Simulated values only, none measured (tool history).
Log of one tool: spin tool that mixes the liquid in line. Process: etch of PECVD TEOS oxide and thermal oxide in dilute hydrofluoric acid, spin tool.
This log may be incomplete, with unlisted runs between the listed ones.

run,hour,temperature setpoint of the liquid (°C),parts of water to one part of 49 % hydrofluoric acid (parts by volume),time under the liquid (s),thickness taken off the PECVD TEOS oxide on a monitor wafer (angstrom),thickness taken off the thermal oxide on a monitor wafer (angstrom)
1,0.0,25,230,85,91.760,16.036
2,3.2,25,230,70,74.803,13.145
3,5.9,25,230,85,89.202,16.116
4,7.7,25,230,60,63.778,11.368
5,16.4,25,230,75,79.669,14.061
6,25.1,25,230,90,96.891,17.073

Run 7 comes next. What will it give?
7,33.0,26,230,90,?,?

Logged for run 7: thickness taken off the PECVD TEOS oxide on a monitor wafer (angstrom) 100.720, thickness taken off the thermal oxide on a monitor wafer (angstrom) 17.485.

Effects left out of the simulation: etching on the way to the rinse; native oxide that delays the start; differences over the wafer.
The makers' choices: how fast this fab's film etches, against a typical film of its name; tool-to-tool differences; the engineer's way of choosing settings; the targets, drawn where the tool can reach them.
